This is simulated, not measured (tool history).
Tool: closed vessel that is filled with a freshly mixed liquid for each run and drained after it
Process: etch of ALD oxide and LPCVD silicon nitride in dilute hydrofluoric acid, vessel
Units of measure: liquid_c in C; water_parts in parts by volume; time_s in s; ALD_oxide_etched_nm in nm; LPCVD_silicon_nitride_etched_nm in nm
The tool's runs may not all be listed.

run,hour,liquid_c,water_parts,time_s,ALD_oxide_etched_nm,LPCVD_silicon_nitride_etched_nm
1,0.0,26.0,95,60,21.802,0.23552
2,4.8,26.0,75,60,28.211,0.25902
3,12.1,26.0,75,80,37.380,0.38661
4,13.1,26.0,75,65,30.615,0.33605
# hour 19.6: thermometer replaced
5,19.6,29.0,75,65,37.178,0.45229
6,25.1,26.5,90,65,27.590,0.33707
7,30.3,24.5,105,65,21.220,0.23779
8,31.5,23.0,115,65,18.257,0.19410
9,34.6,22.5,125,65,16.302,0.16738

Expected results for the next run?
10,37.4,22.5,135,65,?,?

ALD_oxide_etched_nm: 15.089 nm
LPCVD_silicon_nitride_etched_nm: 0.17087 nm
